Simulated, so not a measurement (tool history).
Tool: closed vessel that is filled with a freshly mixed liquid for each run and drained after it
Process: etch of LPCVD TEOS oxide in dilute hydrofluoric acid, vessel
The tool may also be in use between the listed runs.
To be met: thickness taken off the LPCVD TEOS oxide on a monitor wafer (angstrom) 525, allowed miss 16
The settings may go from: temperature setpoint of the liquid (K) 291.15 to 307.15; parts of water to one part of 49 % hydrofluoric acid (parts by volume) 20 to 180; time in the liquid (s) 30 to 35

run    day  temperature setpoint of the liquid (K)  parts of water to one part of 49 % hydrofluoric acid (parts by volume)  time in the liquid (s)  thickness taken off the LPCVD TEOS oxide on a monitor wafer (angstrom)
  1      0                                  299.15                                                                     100                      35                                                                   181.5
  2  0.046                                  301.65                                                                      80                      35                                                                  256.24
  3  0.179                                  304.65                                                                      80                      35                                                                   288.9
  4  0.471                                  305.65                                                                      65                      35                                                                  379.37
  5  0.846                                  306.15                                                                      60                      35                                                                  412.74
  6  0.983                                  303.65                                                                      60                      35                                                                  379.08
  7  1.133                                  304.65                                                                      55                      35                                                                  438.54
  8  1.392                                  304.65                                                                      55                      35                                                                  435.65
  9  1.712                                  305.15                                                                      55                      35                                                                  446.95
 10  1.796                                  305.65                                                                      55                      35                                                                  451.88
 11  2.146                                  306.15                                                                      55                      35                                                                  464.62
 12  2.333                                  307.15                                                                      45                      35                                                                  599.06
 13  2.562                                  306.65                                                                      45                      35                                                                  591.76
 14  2.721                                  306.15                                                                      45                      35                                                                  569.43

4 next moves are on the table. One of them brings every result within its allowed miss. Which?
  A  2.879                                  306.65                                                                      50                      35                                                                       ?
  B  2.879                                  305.65                                                                      45                      35                                                                       ?
  C  2.879                                  305.65                                                                      45                      30                                                                       ?
  D  2.879                                  305.15                                                                      50                      35                                                                       ?

move  thickness taken off the LPCVD TEOS oxide on a monitor wafer (angstrom)
   A                                                                  517.57
   B                                                                  558.02
   C                                                                  478.31
   D                                                                  488.61
A: meets every target
B: nearer than the last run, and not there yet
C: takes the result that was furthest off past its target
D: takes the result that was furthest off past its target
The right move is A.
